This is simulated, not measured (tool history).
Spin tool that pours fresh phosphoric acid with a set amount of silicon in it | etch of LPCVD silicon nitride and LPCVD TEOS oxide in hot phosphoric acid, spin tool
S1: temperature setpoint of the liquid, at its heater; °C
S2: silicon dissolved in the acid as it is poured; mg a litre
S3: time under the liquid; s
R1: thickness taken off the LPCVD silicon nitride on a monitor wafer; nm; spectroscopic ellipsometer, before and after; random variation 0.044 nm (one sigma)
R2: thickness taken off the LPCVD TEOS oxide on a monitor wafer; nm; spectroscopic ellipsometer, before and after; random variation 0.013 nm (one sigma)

run 1 hour=0 | S1=161 S2=10 S3=165 | R1=14.298 R2=0.57151
run 2 hour=5.5 | S1=161 S2=10 S3=120 | R1=10.431 R2=0.31645
run 3 hour=11.4 | S1=160.5 S2=7.5 S3=95 | R1=8.0939 R2=0.30729
run 4 hour=13.4 | S1=160 S2=7.5 S3=85 | R1=7.0169 R2=0.23003
run 5 hour=16.1 | S1=159 S2=7.5 S3=85 | R1=6.6873 R2=0.24506
run 6 hour=24.4 | S1=159 S2=7.5 S3=40 | R1=3.2008 R2=0.0983
run 7 hour=27 | S1=160 S2=6.5 S3=40 | R1=3.3302 R2=0.11437
run 8 hour=34.6 | S1=160 S2=6.5 S3=45 | R1=3.7148 R2=0.13616
run 9 hour=39.8 | S1=160 S2=6.5 S3=50 | R1=4.18 R2=0.15732
run 10 hour=43 | S1=160 S2=6.5 S3=50 | R1=4.151 R2=0.15987
run 11 hour=50.6 | S1=160.5 S2=7 S3=50 | R1=4.2761 R2=0.12818
run 12 hour=56.9 | S1=160.5 S2=6 S3=50 | R1=4.1829 R2=0.16349
run 13 hour=57.7 | S1=161 S2=6.5 S3=50 | R1=4.3826 R2=0.13732
run 14 hour=66.1 | S1=161 S2=6 S3=50 | R1=4.3208 R2=0.17352
run 15 hour=74.3 | S1=161 S2=6.5 S3=50 | R1=4.2862 R2=0.16204
run 16 hour=78.7 | S1=161.5 S2=6.5 S3=50 | R1=4.3924 R2=0.18583
run 17 hour=82.9 | S1=161.5 S2=7 S3=50 | R1=4.4405 R2=0.17514
run 18 hour=88.1 | S1=161.5 S2=7.5 S3=50 | R1=4.3699 R2=0.17411

Run 19 comes next. What will it give?
run 19 hour=90.6 | S1=161.5 S2=8 S3=50 | R1=? R2=?

Run 19 gave R1 4.404 nm, R2 0.15959 nm.

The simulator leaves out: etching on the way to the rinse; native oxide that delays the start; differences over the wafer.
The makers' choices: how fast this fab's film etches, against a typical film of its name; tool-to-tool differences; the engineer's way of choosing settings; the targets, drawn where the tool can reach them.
